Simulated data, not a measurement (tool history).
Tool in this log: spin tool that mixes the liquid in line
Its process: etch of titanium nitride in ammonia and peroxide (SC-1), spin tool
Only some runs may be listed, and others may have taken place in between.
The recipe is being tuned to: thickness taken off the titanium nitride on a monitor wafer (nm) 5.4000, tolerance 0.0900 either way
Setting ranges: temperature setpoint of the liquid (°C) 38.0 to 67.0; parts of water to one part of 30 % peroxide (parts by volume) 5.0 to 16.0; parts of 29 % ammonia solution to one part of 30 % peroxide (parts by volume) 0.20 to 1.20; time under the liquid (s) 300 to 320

| run | day | temperature setpoint of the liquid (°C) | parts of water to one part of 30 % peroxide (parts by volume) | parts of 29 % ammonia solution to one part of 30 % peroxide (parts by volume) | time under the liquid (s) | thickness taken off the titanium nitride on a monitor wafer (nm) |
|---|---|---|---|---|---|---|
| 1 | 0.000 | 51.0 | 9.0 | 0.75 | 300 | 13.1950 |
| 2 | 0.283 | 51.0 | 7.0 | 0.75 | 300 | 14.9240 |
| 3 | 0.458 | 51.0 | 7.0 | 0.75 | 320 | 15.8250 |
| 4 | 0.508 | 47.0 | 8.0 | 0.75 | 320 | 11.2950 |
| 5 | 0.588 | 47.0 | 8.0 | 0.90 | 320 | 11.6280 |
| 6 | 0.871 | 47.0 | 11.0 | 0.90 | 320 | 9.8500 |
| 7 | 1.212 | 47.0 | 11.0 | 0.90 | 320 | 9.7525 |
| 8 | 1.308 | 44.5 | 11.0 | 0.90 | 320 | 8.2313 |
| 9 | 1.379 | 43.0 | 11.0 | 0.90 | 320 | 7.3536 |
| 10 | 1.471 | 41.5 | 11.0 | 0.90 | 320 | 6.6125 |

Pick the move, out of 4, that brings all results within their allowed miss; only one does.
| A | 1.562 | 40.0 | 11.5 | 0.90 | 300 | ? |
| B | 1.562 | 39.0 | 11.0 | 0.65 | 320 | ? |
| C | 1.562 | 41.5 | 15.0 | 0.60 | 320 | ? |
| D | 1.562 | 39.5 | 11.0 | 0.80 | 300 | ? |

| move | thickness taken off the titanium nitride on a monitor wafer (nm) |
|---|---|
| A | 5.3835 |
| B | 5.1703 |
| C | 5.2021 |
| D | 5.2076 |
A: hits every target within its allowed miss
B: moves the result that the last run missed by most past its target, out the other side
C: moves the result that the last run missed by most past its target, out the other side
D: moves the result that the last run missed by most past its target, out the other side
The right move is A.

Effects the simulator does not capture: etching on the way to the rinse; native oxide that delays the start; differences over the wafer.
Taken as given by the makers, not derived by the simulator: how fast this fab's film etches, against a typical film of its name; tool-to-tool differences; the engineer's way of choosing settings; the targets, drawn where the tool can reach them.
